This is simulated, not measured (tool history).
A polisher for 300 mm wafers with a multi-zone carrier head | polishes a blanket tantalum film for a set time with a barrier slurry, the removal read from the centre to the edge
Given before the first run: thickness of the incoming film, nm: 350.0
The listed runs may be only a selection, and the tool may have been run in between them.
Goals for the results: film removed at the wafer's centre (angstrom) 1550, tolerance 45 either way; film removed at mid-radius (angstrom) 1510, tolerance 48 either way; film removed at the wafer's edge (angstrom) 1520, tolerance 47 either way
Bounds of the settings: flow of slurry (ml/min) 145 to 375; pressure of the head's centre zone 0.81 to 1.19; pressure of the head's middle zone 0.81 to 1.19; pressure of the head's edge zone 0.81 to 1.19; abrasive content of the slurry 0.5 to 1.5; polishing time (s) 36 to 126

run,day,flow of slurry (ml/min),pressure of the head's centre zone,pressure of the head's middle zone,pressure of the head's edge zone,abrasive content of the slurry,polishing time (s),film removed at the wafer's centre (angstrom),film removed at mid-radius (angstrom),film removed at the wafer's edge (angstrom)
1,0,240,1,1,1,1,81,1030.3,1053.9,1022.1
2,0.242,240,1,1,1,0.8,81,1009,992.85,993.26
3,0.546,240,1,1,0.94,0.8,81,984.06,999.61,954.72
4,0.708,240,1,1,0.94,0.65,81,959.53,955.13,907.96
5,0.838,240,1,1,0.94,0.5,81,910.37,925.66,881.47
6,0.979,250,1.02,1.03,1.01,0.8,85,1063.8,1074.7,1045.7
7,1.096,260,1.05,1.05,1.06,1,88,1205.1,1172,1146.4
8,1.458,265,1.02,1.07,1.16,1.25,103,1431.9,1475,1504.3
9,1.796,280,1.04,1.07,1.16,1.25,103,1458,1477.3,1478.7
10,1.946,280,1.05,1.07,1.16,1.3,103,1489.8,1479.3,1502.5

Of the 5 settings listed for the next run, only one would bring every result within its allowed miss of target. Which one?
A,2.096,255,0.97,1.15,1.12,1.35,106,?,?,?
B,2.096,265,1.06,1.07,1.15,1.35,105,?,?,?
C,2.096,280,1.13,1.02,1.19,1.25,103,?,?,?
D,2.096,245,1.11,1,1.19,1.5,101,?,?,?
E,2.096,280,0.99,1.07,1.15,1.3,104,?,?,?

move,film removed at the wafer's centre (angstrom),film removed at mid-radius (angstrom),film removed at the wafer's edge (angstrom)
A,1416.3,1607.1,1518.6
B,1541.5,1523.8,1529.6
C,1601.2,1437.4,1511.8
D,1564.7,1414.8,1513.1
E,1425.6,1509.2,1512
A: misses by more than the last run did
B: in spec on every target
C: moves the result that the last run missed by most past its target, out the other side
D: brings the last run's worst result on target, with another outside its allowed miss
E: misses by more than the last run did
So the answer is move B, the one that meets all the targets.
